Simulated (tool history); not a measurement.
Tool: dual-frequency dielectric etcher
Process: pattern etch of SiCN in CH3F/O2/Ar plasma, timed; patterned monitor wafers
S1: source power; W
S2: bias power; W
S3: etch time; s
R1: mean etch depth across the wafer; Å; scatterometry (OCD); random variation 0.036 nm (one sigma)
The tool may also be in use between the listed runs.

{"run": 1, "day": 0.0, "S1": 320, "S2": 69, "S3": 44.0, "R1": 145.71}
{"run": 2, "day": 0.271, "S1": 340, "S2": 69, "S3": 44.0, "R1": 149.26}
{"run": 3, "day": 0.575, "S1": 340, "S2": 69, "S3": 44.0, "R1": 149.54}
{"run": 4, "day": 0.871, "S1": 350, "S2": 69, "S3": 44.0, "R1": 150.57}
{"run": 5, "day": 1.012, "S1": 350, "S2": 75, "S3": 44.0, "R1": 156.33}
{"run": 6, "day": 1.221, "S1": 360, "S2": 75, "S3": 44.0, "R1": 157.2}
{"run": 7, "day": 1.367, "S1": 370, "S2": 75, "S3": 44.0, "R1": 158.58}
{"run": 8, "day": 1.608, "S1": 370, "S2": 75, "S3": 44.0, "R1": 159.2}

The next listed run, before its measurement:
{"run": 9, "day": 1.738, "S1": 380, "S2": 75, "S3": 44.0, "R1": "?"}

R1: 161.09 Å
